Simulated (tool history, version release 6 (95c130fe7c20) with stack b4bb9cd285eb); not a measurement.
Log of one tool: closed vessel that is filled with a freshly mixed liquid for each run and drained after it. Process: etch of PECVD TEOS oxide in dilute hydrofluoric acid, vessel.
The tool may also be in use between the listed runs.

run,day,temperature setpoint of the liquid (°C),parts of water to one part of 49 % hydrofluoric acid (parts by volume),time in the liquid (s),thickness taken off the PECVD TEOS oxide on a monitor wafer (Å)
1,0,24,260,1255,356.48
2,0.183,24,260,1340,377.43
3,0.421,22.5,260,1340,360.3
4,0.5,22.5,310,1340,287.27
5,0.608,19.5,310,1340,258.43
6,0.975,21,305,1340,278.27
7,1.333,22,300,1340,293.29
8,1.629,23,295,1340,310.47
9,1.962,24,290,1340,329.64
10,2.138,24,290,1340,333.65
11,2.204,25,285,1340,349.78
12,2.325,25.5,280,1340,362.28
13,2.475,26,275,1340,373.35

The next listed run, before its measurement:
14,2.721,26.5,270,1340,?

Run 14 gave thickness taken off the PECVD TEOS oxide on a monitor wafer (Å) 393.38.
